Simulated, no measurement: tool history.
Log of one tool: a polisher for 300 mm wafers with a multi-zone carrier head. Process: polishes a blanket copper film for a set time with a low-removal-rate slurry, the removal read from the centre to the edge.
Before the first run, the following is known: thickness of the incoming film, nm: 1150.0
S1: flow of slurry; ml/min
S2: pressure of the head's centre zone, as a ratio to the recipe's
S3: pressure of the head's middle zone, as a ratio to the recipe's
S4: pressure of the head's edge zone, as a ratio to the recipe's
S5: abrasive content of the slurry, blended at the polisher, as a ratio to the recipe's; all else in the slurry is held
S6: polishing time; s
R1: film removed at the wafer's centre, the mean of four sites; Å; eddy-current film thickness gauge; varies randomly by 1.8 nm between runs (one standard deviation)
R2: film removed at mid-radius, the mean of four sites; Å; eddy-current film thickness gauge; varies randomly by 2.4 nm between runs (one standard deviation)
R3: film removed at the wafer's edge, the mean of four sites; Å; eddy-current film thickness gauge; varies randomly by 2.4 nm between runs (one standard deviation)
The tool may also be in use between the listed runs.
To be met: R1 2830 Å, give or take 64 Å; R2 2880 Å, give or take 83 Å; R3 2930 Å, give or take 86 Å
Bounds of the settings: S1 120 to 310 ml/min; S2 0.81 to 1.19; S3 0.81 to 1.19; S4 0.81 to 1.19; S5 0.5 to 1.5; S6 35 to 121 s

| run | hour | S1 | S2 | S3 | S4 | S5 | S6 | R1 | R2 | R3 |
|---|---|---|---|---|---|---|---|---|---|---|
| 1 | 0 | 200 | 1 | 1 | 1 | 1 | 78 | 2203.2 | 2197.2 | 2167.8 |
| 2 | 4.9 | 200 | 1 | 1 | 1 | 1 | 65 | 1839.1 | 1831.8 | 1826.6 |
| 3 | 6.7 | 205 | 1.01 | 1.01 | 1.03 | 1.1 | 69 | 1989.5 | 2004.8 | 2006.3 |
| 4 | 13.4 | 215 | 1.03 | 1.02 | 1.06 | 1.2 | 72 | 2186.9 | 2113.7 | 2147 |
| 5 | 18.3 | 215 | 1.03 | 1.02 | 1.06 | 1.2 | 62 | 1864.7 | 1856.6 | 1851.5 |
| 6 | 20.4 | 215 | 1.03 | 1.02 | 1.06 | 1.2 | 72 | 2175.5 | 2145.5 | 2150.7 |
| 7 | 21.8 | 215 | 1.03 | 1.03 | 1.08 | 1.25 | 75 | 2272.5 | 2244.4 | 2259.9 |
| 8 | 24.6 | 220 | 1.03 | 1.04 | 1.1 | 1.3 | 78 | 2379 | 2353.6 | 2410.3 |
| 9 | 27.1 | 270 | 1.07 | 1.14 | 1.19 | 1.5 | 86 | 2826.5 | 2954 | 2859.5 |

Exactly one of the 5 candidate moves below puts every result within its allowed miss. Which one?
| A | 29.6 | 245 | 1.07 | 1.16 | 1.13 | 1.5 | 88 | ? | ? | ? |
| B | 29.6 | 250 | 1.03 | 1.14 | 1.1 | 1.4 | 89 | ? | ? | ? |
| C | 29.6 | 260 | 1.05 | 1.07 | 1.19 | 1.5 | 88 | ? | ? | ? |
| D | 29.6 | 245 | 1.08 | 1.19 | 0.95 | 1.5 | 88 | ? | ? | ? |
| E | 29.6 | 285 | 1.06 | 1.15 | 1.19 | 1.5 | 87 | ? | ? | ? |

| move | R1 | R2 | R3 |
|---|---|---|---|
| A | 2869.7 | 3051.7 | 2857 |
| B | 2793.1 | 3014.7 | 2824.9 |
| C | 2843.4 | 2863.4 | 2950.7 |
| D | 2891.2 | 3120.5 | 2622.4 |
| E | 2859.6 | 3036.3 | 2932.3 |
A: the biggest miss grows against the last run
B: the biggest miss grows against the last run
C: hits every target within its allowed miss
D: the biggest miss grows against the last run
E: the biggest miss grows against the last run
Go with C: it meets all targets.
